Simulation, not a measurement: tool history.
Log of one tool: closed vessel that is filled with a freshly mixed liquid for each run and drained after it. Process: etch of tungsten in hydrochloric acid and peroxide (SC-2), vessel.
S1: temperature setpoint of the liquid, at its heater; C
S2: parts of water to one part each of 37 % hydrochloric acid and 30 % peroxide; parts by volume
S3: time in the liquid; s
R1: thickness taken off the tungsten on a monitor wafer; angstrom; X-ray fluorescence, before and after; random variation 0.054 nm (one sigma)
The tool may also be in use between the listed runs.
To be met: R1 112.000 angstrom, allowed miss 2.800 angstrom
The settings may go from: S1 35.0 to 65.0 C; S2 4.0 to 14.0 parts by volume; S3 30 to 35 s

run,hour,S1,S2,S3,R1
1,0.0,49.0,7.5,35,59.179
2,8.4,49.0,7.5,30,50.944
3,13.3,49.0,7.5,35,58.886
4,15.4,49.0,5.0,35,81.162
5,17.7,52.0,5.0,35,98.796
6,20.1,52.0,5.0,30,84.569
7,28.5,53.0,5.0,30,91.053
8,30.0,54.0,5.0,30,96.128
9,38.4,54.5,5.0,30,99.541
10,46.1,55.0,5.0,30,101.570
11,53.0,55.0,5.0,30,102.940
12,56.6,55.5,5.0,30,106.980

Which of these 4 next moves meets every target?
A,60.2,56.0,6.0,35,?
B,60.2,50.5,4.0,35,?
C,60.2,53.0,4.5,30,?
D,60.2,55.0,6.0,35,?

move,R1
A,110.960
B,103.270
C,96.355
D,104.030
A: meets every target
B: further off than the last run
C: further off than the last run
D: further off than the last run
Answer: A

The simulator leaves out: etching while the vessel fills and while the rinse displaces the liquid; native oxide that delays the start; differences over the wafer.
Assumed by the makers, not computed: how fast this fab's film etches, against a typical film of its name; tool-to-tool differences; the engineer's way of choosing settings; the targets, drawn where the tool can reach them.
